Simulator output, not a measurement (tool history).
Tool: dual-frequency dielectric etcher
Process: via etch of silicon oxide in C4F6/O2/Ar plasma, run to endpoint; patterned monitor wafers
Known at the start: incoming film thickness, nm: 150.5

| run | hour | bias power (kW) | source power (kW) | Ar flow (sccm) | endpoint time (s) |
|---|---|---|---|---|---|
| 1 | 0 | 0.513 | 0.45 | 269 | 26.825 |
| 2 | 9 | 0.492 | 0.44 | 272 | 27.604 |
| 3 | 11.7 | 0.474 | 0.43 | 274 | 28.259 |
| 4 | 17 | 0.458 | 0.42 | 276 | 29.495 |
| 5 | 21.3 | 0.396 | 0.42 | 276 | 32.178 |
| 6 | 27.9 | 0.396 | 0.46 | 276 | 30.655 |
|  | 34 | Ar flow controller replaced |
| 7 | 34 | 0.388 | 0.46 | 276 | 31.509 |
| 8 | 39.8 | 0.383 | 0.46 | 276 | 31.528 |
| 9 | 42.3 | 0.383 | 0.46 | 276 | 31.373 |
| 10 | 45.2 | 0.383 | 0.46 | 276 | 31.122 |
| 11 | 48.8 | 0.376 | 0.46 | 276 | 31.68 |
| 12 | 50 | 0.371 | 0.46 | 276 | 32.279 |
| 13 | 56.9 | 0.368 | 0.46 | 276 | 31.913 |
| 14 | 63.4 | 0.317 | 0.43 | 281 | 36.106 |
| 15 | 70.8 | 0.322 | 0.43 | 281 | 35.648 |
| 16 | 73.5 | 0.327 | 0.43 | 281 | 35.279 |
| 17 | 77.9 | 0.38 | 0.45 | 278 | 32.045 |
| 18 | 86.7 | 0.376 | 0.45 | 278 | 32.117 |
| 19 | 88.3 | 0.372 | 0.45 | 278 | 32.588 |

Forecast run 20:
| 20 | 90.3 | 0.37 | 0.45 | 278 | ? |

Run 20 gave endpoint time (s) 32.212.

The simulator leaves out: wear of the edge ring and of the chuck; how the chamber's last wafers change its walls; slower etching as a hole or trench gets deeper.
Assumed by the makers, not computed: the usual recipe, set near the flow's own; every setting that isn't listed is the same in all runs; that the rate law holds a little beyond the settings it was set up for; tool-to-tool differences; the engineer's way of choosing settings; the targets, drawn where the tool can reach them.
